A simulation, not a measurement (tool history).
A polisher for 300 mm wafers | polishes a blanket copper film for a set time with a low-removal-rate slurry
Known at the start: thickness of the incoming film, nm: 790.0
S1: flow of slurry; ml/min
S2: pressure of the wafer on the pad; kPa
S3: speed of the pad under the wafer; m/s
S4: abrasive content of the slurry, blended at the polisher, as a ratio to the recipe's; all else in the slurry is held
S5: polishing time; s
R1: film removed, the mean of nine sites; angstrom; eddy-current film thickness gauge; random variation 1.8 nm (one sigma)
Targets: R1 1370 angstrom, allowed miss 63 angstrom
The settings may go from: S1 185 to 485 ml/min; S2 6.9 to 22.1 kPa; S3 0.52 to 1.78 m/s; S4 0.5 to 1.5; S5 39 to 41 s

run    day   S1    S2    S3    S4  S5      R1
  1      0  310  14.5  1.14     1  39  1119.4
  2    0.3  370  14.5  1.14     1  39  1119.4
  3  0.396  370  17.9  1.14     1  39  1268.5
  4  0.642  370  17.9   0.9     1  39  1100.9
  5  0.779  370  18.6  0.92     1  39    1166
  6  0.975  370  18.6  0.92  0.85  39  1086.5
  7  1.338  370  19.3  0.94  0.85  39  1129.5
  8  1.712  370    20  0.96  0.85  39  1196.3
  9  1.962  370  20.7  0.98  0.85  39  1248.8

Which of these 5 next moves meets every target?
  A  2.212  380  20.7  1.22   0.9  41   ?
  B  2.212  335  22.1   0.9   0.9  39   ?
  C  2.212  375  21.4  1.14   0.8  41   ?
  D  2.212  365    20  1.02  0.65  41   ?
  E  2.212  415    20  1.16  0.75  40   ?

move      R1
   A    1541
   B  1249.8
   C  1464.3
   D  1227.1
   E  1362.8
A: takes the result that was furthest off past its target
B: as far off as the last run
C: takes the result that was furthest off past its target
D: further off than the last run
E: meets every target
Answer: E
